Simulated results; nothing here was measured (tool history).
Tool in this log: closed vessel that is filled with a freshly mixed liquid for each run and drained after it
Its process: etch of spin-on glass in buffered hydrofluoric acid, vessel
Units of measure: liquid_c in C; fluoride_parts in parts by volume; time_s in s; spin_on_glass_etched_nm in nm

Run 1, hour 0.0: liquid_c 24.0 C, fluoride_parts 22.5 parts by volume, time_s 95 s. Result: spin_on_glass_etched_nm 134.86 nm.
Run 2, hour 5.3: liquid_c 24.0 C, fluoride_parts 22.5 parts by volume, time_s 95 s. Result: spin_on_glass_etched_nm 134.89 nm.
Run 3, hour 12.7: liquid_c 24.0 C, fluoride_parts 26.5 parts by volume, time_s 95 s. Result: spin_on_glass_etched_nm 121.20 nm.
Run 4, hour 16.0: liquid_c 24.0 C, fluoride_parts 26.5 parts by volume, time_s 105 s. Result: spin_on_glass_etched_nm 133.56 nm.
Run 5, hour 24.5: liquid_c 24.0 C, fluoride_parts 26.5 parts by volume, time_s 95 s. Result: spin_on_glass_etched_nm 120.70 nm.
Run 6, hour 33.3: liquid_c 24.0 C, fluoride_parts 20.5 parts by volume, time_s 95 s. Result: spin_on_glass_etched_nm 144.39 nm.
Run 7, hour 39.9: liquid_c 24.5 C, fluoride_parts 20.5 parts by volume, time_s 95 s. Result: spin_on_glass_etched_nm 147.51 nm.
Run 8, hour 47.1: liquid_c 25.0 C, fluoride_parts 20.5 parts by volume, time_s 95 s. Result: spin_on_glass_etched_nm 150.00 nm.
Run 9, hour 55.3: liquid_c 25.5 C, fluoride_parts 20.5 parts by volume, time_s 95 s. Result: spin_on_glass_etched_nm 155.16 nm.

Expected results for the next run?
Run 10, hour 61.1: liquid_c 26.0 C, fluoride_parts 20.5 parts by volume, time_s 95 s. Result: spin_on_glass_etched_nm ?.

Run 10 gave spin_on_glass_etched_nm 160.50 nm.

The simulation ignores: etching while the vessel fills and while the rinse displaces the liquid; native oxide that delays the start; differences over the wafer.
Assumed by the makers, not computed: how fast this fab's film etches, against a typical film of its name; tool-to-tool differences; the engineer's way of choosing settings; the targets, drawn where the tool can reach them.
